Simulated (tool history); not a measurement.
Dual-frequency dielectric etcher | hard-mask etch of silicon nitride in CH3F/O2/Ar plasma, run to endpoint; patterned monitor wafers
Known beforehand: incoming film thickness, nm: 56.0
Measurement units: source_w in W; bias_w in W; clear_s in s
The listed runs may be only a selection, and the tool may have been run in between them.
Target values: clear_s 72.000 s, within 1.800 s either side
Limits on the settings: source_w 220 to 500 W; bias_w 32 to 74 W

run  hour  source_w  bias_w  clear_s
  1   0.0       360      53   92.342
  2   2.9       360      50   94.422
  3   6.7       370      52   91.201
  4   9.5       370      46   97.505
  5  16.9       370      42  103.130
  6  22.5       370      46   97.880
  7  29.4       440      56   80.727
  8  30.5       450      56   80.430
  9  38.8       450      57   79.567
 10  46.0       450      57   79.315
 11  52.6       450      57   79.487
 12  61.2       500      66   69.830

Below are 4 possible settings for the next run. Only one of them brings all results inside the allowed miss of their targets. Which is it?
  A  69.8       440      61        ?
  B  69.8       480      71        ?
  C  69.8       450      69        ?
  D  69.8       470      58        ?

move  clear_s
   A   77.627
   B   69.072
   C   72.281
   D   76.986
A: moves the result that the last run missed by most past its target, out the other side
B: its largest miss is bigger than the last run's
C: all results land within tolerance of their targets
D: moves the result that the last run missed by most past its target, out the other side
Answer: C

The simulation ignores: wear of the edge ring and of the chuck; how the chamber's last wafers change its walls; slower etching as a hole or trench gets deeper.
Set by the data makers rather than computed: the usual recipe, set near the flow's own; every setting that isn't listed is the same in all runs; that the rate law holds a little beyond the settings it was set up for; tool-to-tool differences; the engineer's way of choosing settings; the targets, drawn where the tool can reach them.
